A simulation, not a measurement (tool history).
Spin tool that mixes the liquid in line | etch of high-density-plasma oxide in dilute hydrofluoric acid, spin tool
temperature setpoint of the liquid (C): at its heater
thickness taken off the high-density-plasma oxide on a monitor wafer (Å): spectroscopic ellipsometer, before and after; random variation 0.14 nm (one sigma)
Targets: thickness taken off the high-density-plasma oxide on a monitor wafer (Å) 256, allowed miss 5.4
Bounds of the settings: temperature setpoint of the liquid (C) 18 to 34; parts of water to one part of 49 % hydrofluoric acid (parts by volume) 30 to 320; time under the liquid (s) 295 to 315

run  hour  temperature setpoint of the liquid (C)  parts of water to one part of 49 % hydrofluoric acid (parts by volume)  time under the liquid (s)  thickness taken off the high-density-plasma oxide on a monitor wafer (Å)
  1     0                                      26                                                                     175                        295                                                                       145
  2   7.8                                      28                                                                     165                        295                                                                    167.69
  3  15.8                                    29.5                                                                     160                        295                                                                    184.66
  4  18.2                                    29.5                                                                     160                        315                                                                    197.12
  5  25.6                                    27.5                                                                     160                        315                                                                    182.36
  6  28.7                                      29                                                                     155                        315                                                                    199.04
  7  34.5                                      30                                                                     150                        315                                                                    215.26
  8  42.5                                      31                                                                     150                        315                                                                    223.59
  9  45.6                                    31.5                                                                     150                        315                                                                    229.14

4 next moves are on the table. One of them brings every result within its allowed miss. Which?
  A  48.7                                    31.5                                                                     135                        315                                                                         ?
  B  48.7                                    30.5                                                                     140                        315                                                                         ?
  C  48.7                                      33                                                                     160                        305                                                                         ?
  D  48.7                                    27.5                                                                     140                        315                                                                         ?

move  thickness taken off the high-density-plasma oxide on a monitor wafer (Å)
   A                                                                    258.09
   B                                                                    238.46
   C                                                                    214.73
   D                                                                    213.65
A: meets every target
B: nearer than the last run, and not there yet
C: further off than the last run
D: further off than the last run
Answer: A
